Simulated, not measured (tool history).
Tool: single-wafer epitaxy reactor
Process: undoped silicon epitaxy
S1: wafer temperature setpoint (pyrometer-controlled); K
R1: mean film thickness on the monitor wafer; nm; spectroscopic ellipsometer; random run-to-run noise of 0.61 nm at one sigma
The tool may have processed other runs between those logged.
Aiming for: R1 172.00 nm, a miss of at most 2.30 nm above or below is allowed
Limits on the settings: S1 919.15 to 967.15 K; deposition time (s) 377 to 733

run 1 hour=0.0 | S1=943.15 deposition_time_(s)=555 | R1=135.10
run 2 hour=5.7 | S1=943.15 deposition_time_(s)=502 | R1=122.66
run 3 hour=9.8 | S1=948.15 deposition_time_(s)=503 | R1=134.64
run 4 hour=11.4 | S1=957.15 deposition_time_(s)=503 | R1=157.78
run 5 hour=17.9 | S1=957.15 deposition_time_(s)=453 | R1=142.38
run 6 hour=18.8 | S1=960.15 deposition_time_(s)=455 | R1=150.60
run 7 hour=27.0 | S1=962.15 deposition_time_(s)=457 | R1=157.54
run 8 hour=32.7 | S1=964.15 deposition_time_(s)=457 | R1=163.83
run 9 hour=35.1 | S1=965.15 deposition_time_(s)=457 | R1=166.90

Which of these 4 next moves meets every target?
run A hour=37.5 | S1=962.15 deposition_time_(s)=471 | R1=?
run B hour=37.5 | S1=965.15 deposition_time_(s)=459 | R1=?
run C hour=37.5 | S1=959.15 deposition_time_(s)=517 | R1=?
run D hour=37.5 | S1=967.15 deposition_time_(s)=459 | R1=?

move=A R1=162.68
move=B R1=167.17
move=C R1=169.29
move=D R1=173.17
A: its largest miss is bigger than the last run's
B: gains on the last run, yet a result remains outside its allowed miss
C: gains on the last run, yet a result remains outside its allowed miss
D: in spec on every target
D meets every target.

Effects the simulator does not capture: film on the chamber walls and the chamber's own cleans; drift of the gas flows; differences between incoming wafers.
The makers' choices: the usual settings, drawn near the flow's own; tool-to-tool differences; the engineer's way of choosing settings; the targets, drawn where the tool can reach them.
